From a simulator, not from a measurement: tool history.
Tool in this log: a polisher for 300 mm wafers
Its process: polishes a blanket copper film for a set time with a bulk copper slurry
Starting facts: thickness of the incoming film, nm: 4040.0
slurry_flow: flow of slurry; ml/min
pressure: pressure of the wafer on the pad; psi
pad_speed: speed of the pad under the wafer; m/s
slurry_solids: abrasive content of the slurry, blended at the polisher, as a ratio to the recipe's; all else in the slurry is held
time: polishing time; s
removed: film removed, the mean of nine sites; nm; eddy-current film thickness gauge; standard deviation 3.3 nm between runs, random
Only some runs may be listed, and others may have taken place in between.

run 1 hour=0.0 | slurry_flow=230 pressure=2.0 pad_speed=0.92 slurry_solids=1.00 time=51 | removed=340.38
run 2 hour=3.7 | slurry_flow=230 pressure=1.8 pad_speed=0.92 slurry_solids=1.00 time=51 | removed=310.65
run 3 hour=10.0 | slurry_flow=230 pressure=1.8 pad_speed=0.92 slurry_solids=1.00 time=53 | removed=320.80
run 4 hour=11.8 | slurry_flow=230 pressure=1.8 pad_speed=0.92 slurry_solids=0.85 time=53 | removed=317.86
run 5 hour=20.7 | slurry_flow=230 pressure=1.7 pad_speed=0.92 slurry_solids=0.85 time=53 | removed=295.73
run 6 hour=28.0 | slurry_flow=230 pressure=1.6 pad_speed=0.92 slurry_solids=0.85 time=53 | removed=282.39
run 7 hour=31.3 | slurry_flow=230 pressure=1.5 pad_speed=0.92 slurry_solids=0.85 time=53 | removed=264.42

Run 8 comes next. What will it give?
run 8 hour=38.6 | slurry_flow=230 pressure=1.4 pad_speed=0.92 slurry_solids=0.85 time=53 | removed=?

{"run 8": {"removed": 258.35}}
